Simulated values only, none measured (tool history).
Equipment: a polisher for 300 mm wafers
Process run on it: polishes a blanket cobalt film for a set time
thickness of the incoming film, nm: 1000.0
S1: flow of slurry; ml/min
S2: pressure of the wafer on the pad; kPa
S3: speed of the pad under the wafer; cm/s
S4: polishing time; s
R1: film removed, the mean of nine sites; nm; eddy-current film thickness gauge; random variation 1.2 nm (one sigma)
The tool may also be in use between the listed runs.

Run 1, hour 0: S1 145 ml/min, S2 9 kPa, S3 102 cm/s, S4 32 s. Result: R1 116.28 nm.
Run 2, hour 1.8: S1 160 ml/min, S2 9.7 kPa, S3 102 cm/s, S4 32 s. Result: R1 123.12 nm.
Run 3, hour 4.1: S1 160 ml/min, S2 9.7 kPa, S3 122 cm/s, S4 32 s. Result: R1 140.12 nm.
Run 4, hour 9.3: S1 160 ml/min, S2 8.3 kPa, S3 122 cm/s, S4 32 s. Result: R1 124.03 nm.
Run 5, hour 12.8: S1 160 ml/min, S2 9 kPa, S3 122 cm/s, S4 32 s. Result: R1 129.45 nm.
Run 6, hour 13.5: S1 160 ml/min, S2 9.7 kPa, S3 122 cm/s, S4 32 s. Result: R1 139.95 nm.
Run 7, hour 22: S1 160 ml/min, S2 10.3 kPa, S3 122 cm/s, S4 32 s. Result: R1 147.88 nm.

What will run 8 give?
Run 8, hour 28.5: S1 200 ml/min, S2 11 kPa, S3 122 cm/s, S4 32 s. Result: R1 ?.

R1: 160.8 nm
